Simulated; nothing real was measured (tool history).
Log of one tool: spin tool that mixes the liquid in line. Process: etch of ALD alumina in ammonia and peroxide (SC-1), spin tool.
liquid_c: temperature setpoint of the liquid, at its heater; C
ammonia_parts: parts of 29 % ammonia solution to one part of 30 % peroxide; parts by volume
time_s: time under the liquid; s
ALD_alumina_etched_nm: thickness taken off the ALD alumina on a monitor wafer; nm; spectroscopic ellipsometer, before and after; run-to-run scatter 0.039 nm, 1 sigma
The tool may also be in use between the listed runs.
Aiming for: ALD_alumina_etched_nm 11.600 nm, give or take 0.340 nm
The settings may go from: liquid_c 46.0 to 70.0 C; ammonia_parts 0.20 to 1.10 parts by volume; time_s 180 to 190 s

Run 1, hour 0.0: liquid_c 62.0 C, ammonia_parts 0.60 parts by volume, time_s 180 s. Result: ALD_alumina_etched_nm 15.268 nm.
Run 2, hour 1.0: liquid_c 62.0 C, ammonia_parts 0.60 parts by volume, time_s 180 s. Result: ALD_alumina_etched_nm 15.165 nm.
Run 3, hour 2.8: liquid_c 61.0 C, ammonia_parts 0.60 parts by volume, time_s 180 s. Result: ALD_alumina_etched_nm 14.445 nm.
Run 4, hour 10.3: liquid_c 67.0 C, ammonia_parts 0.60 parts by volume, time_s 180 s. Result: ALD_alumina_etched_nm 19.545 nm.
Run 5, hour 12.4: liquid_c 67.0 C, ammonia_parts 0.60 parts by volume, time_s 190 s. Result: ALD_alumina_etched_nm 20.617 nm.
Run 6, hour 18.1: liquid_c 64.5 C, ammonia_parts 0.60 parts by volume, time_s 190 s. Result: ALD_alumina_etched_nm 18.220 nm.
Run 7, hour 21.7: liquid_c 62.5 C, ammonia_parts 0.60 parts by volume, time_s 190 s. Result: ALD_alumina_etched_nm 16.471 nm.
Run 8, hour 28.2: liquid_c 61.0 C, ammonia_parts 0.60 parts by volume, time_s 190 s. Result: ALD_alumina_etched_nm 15.269 nm.
Run 9, hour 31.7: liquid_c 60.0 C, ammonia_parts 0.60 parts by volume, time_s 190 s. Result: ALD_alumina_etched_nm 14.433 nm.
Run 10, hour 34.8: liquid_c 59.0 C, ammonia_parts 0.60 parts by volume, time_s 190 s. Result: ALD_alumina_etched_nm 13.780 nm.
Run 11, hour 38.0: liquid_c 58.5 C, ammonia_parts 0.60 parts by volume, time_s 190 s. Result: ALD_alumina_etched_nm 13.479 nm.
Run 12, hour 42.6: liquid_c 58.0 C, ammonia_parts 0.60 parts by volume, time_s 190 s. Result: ALD_alumina_etched_nm 13.035 nm.
Run 13, hour 46.6: liquid_c 57.5 C, ammonia_parts 0.60 parts by volume, time_s 190 s. Result: ALD_alumina_etched_nm 12.651 nm.
Run 14, hour 47.9: liquid_c 57.0 C, ammonia_parts 0.60 parts by volume, time_s 190 s. Result: ALD_alumina_etched_nm 12.415 nm.
Run 15, hour 51.5: liquid_c 56.5 C, ammonia_parts 0.60 parts by volume, time_s 190 s. Result: ALD_alumina_etched_nm 12.078 nm.

Next run, 5 choices. One meets every target within its allowed miss, the rest don't. Which?
Run A, hour 55.1: liquid_c 57.0 C, ammonia_parts 0.60 parts by volume, time_s 190 s. Result: ALD_alumina_etched_nm ?.
Run B, hour 55.1: liquid_c 58.0 C, ammonia_parts 0.45 parts by volume, time_s 185 s. Result: ALD_alumina_etched_nm ?.
Run C, hour 55.1: liquid_c 58.0 C, ammonia_parts 0.60 parts by volume, time_s 180 s. Result: ALD_alumina_etched_nm ?.
Run D, hour 55.1: liquid_c 56.0 C, ammonia_parts 0.70 parts by volume, time_s 185 s. Result: ALD_alumina_etched_nm ?.
Run E, hour 55.1: liquid_c 58.0 C, ammonia_parts 0.45 parts by volume, time_s 190 s. Result: ALD_alumina_etched_nm ?.

move  ALD_alumina_etched_nm
   A                 12.458
   B                 12.437
   C                 12.435
   D                 11.678
   E                 12.773
A: lands further from the targets than the last run did
B: lands further from the targets than the last run did
C: lands further from the targets than the last run did
D: all results land within tolerance of their targets
E: lands further from the targets than the last run did
D meets every target.
